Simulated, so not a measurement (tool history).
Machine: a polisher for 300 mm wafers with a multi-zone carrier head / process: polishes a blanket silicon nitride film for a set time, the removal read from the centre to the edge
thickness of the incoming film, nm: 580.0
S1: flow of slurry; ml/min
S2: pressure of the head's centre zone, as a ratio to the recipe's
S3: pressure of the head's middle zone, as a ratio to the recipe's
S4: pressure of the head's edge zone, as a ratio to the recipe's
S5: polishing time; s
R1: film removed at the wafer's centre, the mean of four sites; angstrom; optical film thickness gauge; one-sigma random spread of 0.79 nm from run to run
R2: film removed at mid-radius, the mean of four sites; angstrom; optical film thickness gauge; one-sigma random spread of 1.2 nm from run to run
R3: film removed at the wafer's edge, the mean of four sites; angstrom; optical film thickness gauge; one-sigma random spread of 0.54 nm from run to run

run,hour,S1,S2,S3,S4,S5,R1,R2,R3
1,0.0,160,1.00,1.00,1.00,64,1094.90,1089.7,1099.60
2,3.4,155,0.99,1.01,0.98,63,1055.00,1037.9,1045.50
3,11.7,150,0.98,1.03,0.97,63,1048.80,1087.1,1055.00
4,14.2,150,0.98,1.03,1.05,63,1027.40,1061.9,1094.80
5,19.6,145,0.97,1.04,1.02,62,994.91,1047.6,1049.80
6,23.5,145,1.04,1.04,1.02,62,1047.60,1068.1,1057.10
7,30.7,140,1.03,1.05,1.00,61,1018.50,1041.4,1021.30
8,35.8,135,1.02,1.06,0.98,61,1013.80,1054.3,1003.00
9,38.7,130,1.01,1.07,0.97,61,997.12,1039.3,1003.70
10,42.1,130,1.00,1.08,0.95,60,980.89,1028.1,970.13
11,43.9,125,0.99,1.09,0.94,60,937.77,1038.2,947.38
12,51.7,120,0.99,1.09,0.93,60,929.83,1008.7,940.25

Run 13 has not been measured yet. What should we expect?
13,59.9,120,0.99,1.09,0.93,60,?,?,?

Run 13 gave R1 936.42 angstrom, R2 1023.2 angstrom, R3 947.71 angstrom.
